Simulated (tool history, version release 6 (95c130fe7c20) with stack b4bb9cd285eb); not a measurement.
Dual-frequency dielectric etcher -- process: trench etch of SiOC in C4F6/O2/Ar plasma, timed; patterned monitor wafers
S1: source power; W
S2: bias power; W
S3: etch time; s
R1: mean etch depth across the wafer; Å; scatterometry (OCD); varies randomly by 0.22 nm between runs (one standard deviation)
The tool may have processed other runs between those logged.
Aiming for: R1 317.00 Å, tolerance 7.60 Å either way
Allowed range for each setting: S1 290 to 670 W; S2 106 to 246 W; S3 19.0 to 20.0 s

{"run": 1, "hour": 0.0, "S1": 480, "S2": 176, "S3": 19.0, "R1": 382.41}
{"run": 2, "hour": 7.1, "S1": 480, "S2": 176, "S3": 20.0, "R1": 396.56}
{"run": 3, "hour": 10.0, "S1": 480, "S2": 187, "S3": 20.0, "R1": 416.83}
{"run": 4, "hour": 11.7, "S1": 460, "S2": 182, "S3": 20.0, "R1": 399.59}
{"run": 5, "hour": 16.4, "S1": 460, "S2": 182, "S3": 20.0, "R1": 394.57}
{"run": 6, "hour": 20.6, "S1": 440, "S2": 181, "S3": 20.0, "R1": 393.74}
{"run": 7, "hour": 25.7, "S1": 430, "S2": 176, "S3": 20.0, "R1": 384.58}
{"run": 8, "hour": 34.1, "S1": 420, "S2": 172, "S3": 20.0, "R1": 381.49}
{"run": 9, "hour": 41.0, "S1": 410, "S2": 167, "S3": 20.0, "R1": 374.28}
{"run": 10, "hour": 45.3, "S1": 400, "S2": 163, "S3": 20.0, "R1": 369.18}
{"run": 11, "hour": 51.1, "S1": 390, "S2": 159, "S3": 20.0, "R1": 357.1}
{"run": 12, "hour": 58.9, "S1": 380, "S2": 157, "S3": 20.0, "R1": 352.96}
{"run": 13, "hour": 60.7, "S1": 300, "S2": 133, "S3": 19.5, "R1": 300.9}

Pick the move, out of 5, that brings all results within their allowed miss; only one does.
{"run": "A", "hour": 62.5, "S1": 350, "S2": 123, "S3": 20.0, "R1": "?"}
{"run": "B", "hour": 62.5, "S1": 290, "S2": 175, "S3": 19.5, "R1": "?"}
{"run": "C", "hour": 62.5, "S1": 290, "S2": 121, "S3": 19.5, "R1": "?"}
{"run": "D", "hour": 62.5, "S1": 330, "S2": 155, "S3": 20.0, "R1": "?"}
{"run": "E", "hour": 62.5, "S1": 290, "S2": 163, "S3": 20.0, "R1": "?"}

move=A R1=313.94
move=B R1=334.42
move=C R1=287.05
move=D R1=339.02
move=E R1=333.11
A: in spec on every target
B: takes the biggest miss from the last run beyond its target
C: misses by more than the last run did
D: takes the biggest miss from the last run beyond its target
E: takes the biggest miss from the last run beyond its target
Go with A: it meets all targets.
